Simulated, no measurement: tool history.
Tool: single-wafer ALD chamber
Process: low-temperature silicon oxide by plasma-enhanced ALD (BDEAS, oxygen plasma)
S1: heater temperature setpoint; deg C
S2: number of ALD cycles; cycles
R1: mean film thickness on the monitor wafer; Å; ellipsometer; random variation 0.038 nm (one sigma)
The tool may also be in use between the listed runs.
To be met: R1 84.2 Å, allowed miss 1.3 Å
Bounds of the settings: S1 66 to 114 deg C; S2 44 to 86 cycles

run	day	S1	S2	R1
1	0	90	65	94.458
2	0.308	94	64	90.845
3	0.388	94	71	101.45
4	0.567	94	75	107.02
5	0.917	94	69	98.922
6	0.954	101	69	96.163
7	1.062	103	67	92.698
8	1.354	112	61	82.876
9	1.442	111	61	82.919
10	1.729	110	61	82.794

Which of these 5 next moves meets every target?
A	2.017	104	59	?
B	2.017	113	60	?
C	2.017	108	59	?
D	2.017	105	59	?
E	2.017	113	62	?

move	R1
A	81.132
B	80.975
C	80.462
D	80.965
E	83.674
A: further off than the last run
B: further off than the last run
C: further off than the last run
D: further off than the last run
E: meets every target
Answer: E

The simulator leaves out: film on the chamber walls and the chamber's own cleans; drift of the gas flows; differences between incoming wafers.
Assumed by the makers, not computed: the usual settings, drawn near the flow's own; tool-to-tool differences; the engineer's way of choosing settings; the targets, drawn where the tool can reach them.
